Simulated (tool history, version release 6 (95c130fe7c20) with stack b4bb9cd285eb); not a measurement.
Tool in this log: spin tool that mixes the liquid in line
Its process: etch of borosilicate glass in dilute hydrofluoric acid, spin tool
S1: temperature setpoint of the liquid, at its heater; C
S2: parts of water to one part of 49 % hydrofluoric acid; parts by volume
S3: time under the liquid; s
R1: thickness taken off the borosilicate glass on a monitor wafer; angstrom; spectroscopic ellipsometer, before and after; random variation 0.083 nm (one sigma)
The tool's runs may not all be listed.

run,day,S1,S2,S3,R1
1,0.000,22.0,110,75,171.46
2,0.275,22.0,95,75,202.88
3,0.354,21.5,100,75,186.90
4,0.588,21.0,100,75,180.89
5,0.733,20.5,100,75,180.84
6,1.088,20.5,100,80,192.97
7,1.279,20.0,100,80,188.29
8,1.417,19.5,100,80,186.31

Estimate the outcome of run 9 from the log above:
9,1.542,19.5,100,80,?

R1: 185.12 angstrom

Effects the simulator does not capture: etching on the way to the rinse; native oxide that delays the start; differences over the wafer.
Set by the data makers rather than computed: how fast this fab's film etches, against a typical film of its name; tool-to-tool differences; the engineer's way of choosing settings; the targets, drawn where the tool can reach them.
